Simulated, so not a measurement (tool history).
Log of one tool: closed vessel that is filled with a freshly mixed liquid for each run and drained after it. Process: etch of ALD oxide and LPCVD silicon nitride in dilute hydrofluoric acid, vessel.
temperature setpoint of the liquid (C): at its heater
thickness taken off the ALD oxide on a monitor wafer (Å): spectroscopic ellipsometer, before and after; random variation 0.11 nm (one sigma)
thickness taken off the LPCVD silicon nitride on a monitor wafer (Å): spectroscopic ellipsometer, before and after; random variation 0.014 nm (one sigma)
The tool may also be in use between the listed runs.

run	hour	temperature setpoint of the liquid (C)	parts of water to one part of 49 % hydrofluoric acid (parts by volume)	time in the liquid (s)	thickness taken off the ALD oxide on a monitor wafer (Å)	thickness taken off the LPCVD silicon nitride on a monitor wafer (Å)
1	0	21	50	60	313.01	5.2718
2	7.6	21	60	60	256.5	3.8238
3	14.7	21	45	60	353.21	5.6257
4	20.5	23	45	60	384.05	6.1339
5	22.3	23	45	50	315.92	5.303
6	29.7	21	45	50	295.38	4.4737
7	38.6	20	50	50	248.42	3.8894
8	47.7	19.5	50	50	244.61	3.8005

Forecast run 9:
9	49.1	19	50	50	?	?

{"run 9": {"thickness taken off the ALD oxide on a monitor wafer (Å)": 238.91, "thickness taken off the LPCVD silicon nitride on a monitor wafer (Å)": 3.3538}}
